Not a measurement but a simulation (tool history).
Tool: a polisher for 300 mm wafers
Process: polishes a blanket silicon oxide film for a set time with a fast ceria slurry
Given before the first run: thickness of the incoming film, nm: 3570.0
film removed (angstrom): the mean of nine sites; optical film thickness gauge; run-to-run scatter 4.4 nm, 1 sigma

run	day	flow of slurry (ml/min)	pressure of the wafer on the pad (kPa)	speed of the pad under the wafer (m/s)	polishing time (s)	film removed (angstrom)
1	0.000	280	19.3	1.00	74	9661.2
2	0.129	280	19.3	1.00	78	10139.0
3	0.467	280	23.4	1.00	78	12329.0
4	0.738	275	19.3	1.00	78	10061.0
5	1.104	260	16.5	1.00	78	8652.8
6	1.167	245	15.2	1.00	78	7912.0
# day 1.354: slurry nozzle cleaned
7	1.354	230	14.5	1.00	78	7745.5

Run 8, settings as shown, results not yet in. Your forecast:
8	1.729	230	13.8	1.00	78	?

Run 8 gave film removed (angstrom) 7388.4.
